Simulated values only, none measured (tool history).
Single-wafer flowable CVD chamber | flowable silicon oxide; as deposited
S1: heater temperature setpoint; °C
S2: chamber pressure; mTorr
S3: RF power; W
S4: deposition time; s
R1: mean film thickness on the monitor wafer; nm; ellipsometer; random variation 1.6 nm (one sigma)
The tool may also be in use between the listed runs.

{"run": 1, "hour": 0.0, "S1": 90, "S2": 710, "S3": 1615, "S4": 406, "R1": 274.05}
{"run": 2, "hour": 8.5, "S1": 85, "S2": 710, "S3": 1615, "S4": 406, "R1": 322.54}
{"run": 3, "hour": 11.2, "S1": 85, "S2": 710, "S3": 1715, "S4": 406, "R1": 330.42}
{"run": 4, "hour": 19.2, "S1": 85, "S2": 710, "S3": 1850, "S4": 406, "R1": 337.23}
{"run": 5, "hour": 27.2, "S1": 82, "S2": 710, "S3": 1850, "S4": 406, "R1": 374.64}
{"run": 6, "hour": 29.9, "S1": 80, "S2": 710, "S3": 1850, "S4": 406, "R1": 396.37}
{"run": 7, "hour": 30.4, "S1": 79, "S2": 710, "S3": 1850, "S4": 406, "R1": 406.81}

The next listed run, before its measurement:
{"run": 8, "hour": 36.9, "S1": 78, "S2": 710, "S3": 1850, "S4": 406, "R1": "?"}

Run 8 gave R1 421.73 nm.
